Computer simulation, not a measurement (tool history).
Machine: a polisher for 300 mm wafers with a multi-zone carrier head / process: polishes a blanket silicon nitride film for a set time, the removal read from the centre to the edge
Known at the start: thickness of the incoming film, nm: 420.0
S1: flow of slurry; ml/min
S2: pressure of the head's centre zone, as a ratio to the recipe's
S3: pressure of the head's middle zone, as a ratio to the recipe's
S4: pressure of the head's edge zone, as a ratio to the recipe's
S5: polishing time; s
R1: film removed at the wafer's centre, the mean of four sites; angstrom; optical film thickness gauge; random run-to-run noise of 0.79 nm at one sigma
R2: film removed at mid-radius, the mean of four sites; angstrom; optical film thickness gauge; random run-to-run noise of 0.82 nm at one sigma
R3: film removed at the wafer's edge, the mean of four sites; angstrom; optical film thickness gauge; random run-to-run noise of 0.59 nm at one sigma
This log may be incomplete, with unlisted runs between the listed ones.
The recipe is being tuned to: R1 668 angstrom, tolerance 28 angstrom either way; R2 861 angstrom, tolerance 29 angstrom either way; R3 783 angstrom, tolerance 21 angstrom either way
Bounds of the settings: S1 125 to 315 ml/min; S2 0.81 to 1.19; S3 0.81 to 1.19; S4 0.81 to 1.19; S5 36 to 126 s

run  hour   S1    S2    S3    S4  S5      R1      R2      R3
  1     0  205     1     1     1  81  1196.7  1228.5  1226.2
  2   7.8  245     1     1     1  81  1241.5  1245.3  1247.1
  3   8.9  230  0.95     1  0.96  73  1057.1  1124.6  1109.4
  4    10  230  0.95     1  1.04  73  1075.9  1114.6  1144.5
  5  11.4  215  0.91  1.01  0.99  66  901.52    1006  1004.4
  6  16.2  200  0.89  1.02  0.95  63  837.93  962.51  935.16
  7  22.8  185  0.87  1.03  0.92  61  778.01  933.77  872.65
  8  30.5  175  0.85  1.03   0.9  60  742.11  917.38  859.89
  9  32.9  170  0.84  1.03  0.88  59  713.62  904.15  823.46
 10    35  160  0.83  1.02  0.87  59   693.6  859.33  818.62

Next run, 5 choices. One meets every target within its allowed miss, the rest don't. Which?
  A  37.1  130  0.83  1.15  0.83  55   ?   ?   ?
  B  37.1  235  0.84   1.1  0.95  52   ?   ?   ?
  C  37.1  185  0.84  1.19  0.81  54   ?   ?   ?
  D  37.1  150  0.88  1.12  0.83  55   ?   ?   ?
  E  37.1  155  0.87  1.12  0.81  55   ?   ?   ?

move      R1      R2      R3
   A  620.27  842.38  720.45
   B  673.86  857.81  782.96
   C  672.39  919.49  739.34
   D  684.63  852.58  738.78
   E  682.32   858.8  735.28
A: takes the result that was furthest off past its target
B: all results land within tolerance of their targets
C: takes the result that was furthest off past its target
D: takes the result that was furthest off past its target
E: takes the result that was furthest off past its target
Go with B: it meets all targets.
